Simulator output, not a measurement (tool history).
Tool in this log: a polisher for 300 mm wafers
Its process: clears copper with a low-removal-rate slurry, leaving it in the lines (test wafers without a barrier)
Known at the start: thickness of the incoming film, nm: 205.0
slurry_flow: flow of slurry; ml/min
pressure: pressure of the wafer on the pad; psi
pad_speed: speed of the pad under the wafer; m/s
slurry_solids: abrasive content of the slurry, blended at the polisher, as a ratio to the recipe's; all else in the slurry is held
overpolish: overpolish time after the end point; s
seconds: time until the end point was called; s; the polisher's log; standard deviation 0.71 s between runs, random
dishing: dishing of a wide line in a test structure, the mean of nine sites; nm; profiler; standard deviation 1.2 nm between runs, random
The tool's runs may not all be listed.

Run 1, hour 0: slurry_flow 205 ml/min, pressure 2.9 psi, pad_speed 1 m/s, slurry_solids 1, overpolish 23 s. Result: seconds 57.866 s, dishing 56.987 nm.
Run 2, hour 2.4: slurry_flow 205 ml/min, pressure 2.9 psi, pad_speed 0.78 m/s, slurry_solids 1, overpolish 23 s. Result: seconds 72.302 s, dishing 46.556 nm.
Run 3, hour 7.2: slurry_flow 205 ml/min, pressure 2.9 psi, pad_speed 0.78 m/s, slurry_solids 1, overpolish 14 s. Result: seconds 72.707 s, dishing 30.317 nm.
Run 4, hour 15.2: slurry_flow 205 ml/min, pressure 2.9 psi, pad_speed 0.78 m/s, slurry_solids 1, overpolish 10 s. Result: seconds 71.635 s, dishing 22.131 nm.
Run 5, hour 23.4: slurry_flow 205 ml/min, pressure 2.9 psi, pad_speed 0.92 m/s, slurry_solids 1, overpolish 15 s. Result: seconds 62.275 s, dishing 38.118 nm.
Run 6, hour 28.3: slurry_flow 195 ml/min, pressure 3.1 psi, pad_speed 0.98 m/s, slurry_solids 0.95, overpolish 18 s. Result: seconds 56.986 s, dishing 47.609 nm.
Run 7, hour 30.1: slurry_flow 175 ml/min, pressure 3.4 psi, pad_speed 1 m/s, slurry_solids 0.9, overpolish 20 s. Result: seconds 54.343 s, dishing 56.003 nm.
Run 8, hour 33.6: slurry_flow 170 ml/min, pressure 3.7 psi, pad_speed 1 m/s, slurry_solids 0.85, overpolish 22 s. Result: seconds 50.943 s, dishing 63.079 nm.
Run 9, hour 35.2: slurry_flow 160 ml/min, pressure 3.8 psi, pad_speed 1.02 m/s, slurry_solids 0.85, overpolish 24 s. Result: seconds 48.68 s, dishing 68.731 nm.

Run 10 comes next. What will it give?
Run 10, hour 42.4: slurry_flow 170 ml/min, pressure 3.9 psi, pad_speed 1.04 m/s, slurry_solids 0.8, overpolish 25 s. Result: seconds ?, dishing ?.

{"run 10": {"seconds": 47.22, "dishing": 75.192}}

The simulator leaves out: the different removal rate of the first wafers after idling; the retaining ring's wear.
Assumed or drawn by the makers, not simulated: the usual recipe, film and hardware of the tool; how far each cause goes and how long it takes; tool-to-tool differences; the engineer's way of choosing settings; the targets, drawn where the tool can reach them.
